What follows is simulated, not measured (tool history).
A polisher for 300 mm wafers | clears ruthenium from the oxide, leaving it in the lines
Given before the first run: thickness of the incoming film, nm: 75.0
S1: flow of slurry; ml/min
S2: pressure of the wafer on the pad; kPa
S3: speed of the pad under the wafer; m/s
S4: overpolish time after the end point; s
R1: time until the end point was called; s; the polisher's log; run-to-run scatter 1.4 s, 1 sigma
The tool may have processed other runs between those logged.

run 1 hour=0 | S1=140 S2=11.7 S3=0.94 S4=24 | R1=96.122
run 2 hour=7.8 | S1=135 S2=11 S3=0.94 S4=24 | R1=99.665
run 3 hour=16.6 | S1=135 S2=11 S3=1.16 S4=24 | R1=81.906
run 4 hour=17.7 | S1=135 S2=9.7 S3=1.16 S4=24 | R1=91.099
run 5 hour=23.8 | S1=165 S2=9.7 S3=1.16 S4=24 | R1=88.209
run 6 hour=26.6 | S1=140 S2=9.7 S3=1.16 S4=24 | R1=90.69
run 7 hour=34.1 | S1=140 S2=9 S3=1.16 S4=24 | R1=94.095
run 8 hour=39.1 | S1=140 S2=8.3 S3=1.14 S4=24 | R1=103.34

Run 9 is up next; what results do you expect?
run 9 hour=40.8 | S1=140 S2=7.6 S3=1.14 S4=24 | R1=?

{"run 9": {"R1": 111.3}}
